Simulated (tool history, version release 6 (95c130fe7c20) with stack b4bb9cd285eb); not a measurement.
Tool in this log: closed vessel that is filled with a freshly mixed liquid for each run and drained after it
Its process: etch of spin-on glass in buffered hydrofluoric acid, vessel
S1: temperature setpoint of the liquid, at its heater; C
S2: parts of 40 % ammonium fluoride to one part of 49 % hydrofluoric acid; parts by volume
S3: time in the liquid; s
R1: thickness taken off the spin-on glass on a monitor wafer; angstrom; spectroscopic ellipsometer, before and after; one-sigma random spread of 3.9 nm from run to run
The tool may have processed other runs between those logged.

run  hour    S1    S2   S3      R1
  1     0    25  10.5  100  2545.1
  2   0.9    26    10  100  2844.9
  3   8.3    27    10  100  2921.8
  4   9.3    27    10  100  2989.2
  5  10.9    27    10  110  3215.9
  6  11.9    27    10  100  2929.9
  7  15.9  27.5   9.5  100  3147.1
  8  20.3    28   9.5  100  3210.7

Estimate the outcome of run 9 from the log above:
  9  29.1  32  7.5  100   ?

{"run 9": {"R1": 5057.6}}
